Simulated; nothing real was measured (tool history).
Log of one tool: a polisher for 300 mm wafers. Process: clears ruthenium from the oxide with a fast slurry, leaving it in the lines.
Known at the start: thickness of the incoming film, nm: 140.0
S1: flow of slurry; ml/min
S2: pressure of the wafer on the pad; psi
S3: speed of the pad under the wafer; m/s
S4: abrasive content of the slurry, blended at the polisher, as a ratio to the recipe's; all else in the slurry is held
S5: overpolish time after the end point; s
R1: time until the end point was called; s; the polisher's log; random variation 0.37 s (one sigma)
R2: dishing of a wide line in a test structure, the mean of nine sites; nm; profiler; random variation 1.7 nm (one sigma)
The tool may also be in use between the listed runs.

run	hour	S1	S2	S3	S4	S5	R1	R2
1	0	260	2.5	0.92	1	20	41.956	44.473
2	5.4	260	2.5	1.08	1	20	36.136	49.046
3	10	260	2.7	1.08	1	21	34.151	51.77
4	12.5	260	2.9	1.08	1	22	31.809	56.119
5	13	260	3.1	1.08	1	22	29.517	58.973
6	17.4	260	3.1	1.08	1.1	22	28.021	55.984

Run 7 comes next. What will it give?
7	19.6	260	3.2	1.08	1.1	23	?	?

Run 7 gave R1 27.345 s, R2 61.998 nm.

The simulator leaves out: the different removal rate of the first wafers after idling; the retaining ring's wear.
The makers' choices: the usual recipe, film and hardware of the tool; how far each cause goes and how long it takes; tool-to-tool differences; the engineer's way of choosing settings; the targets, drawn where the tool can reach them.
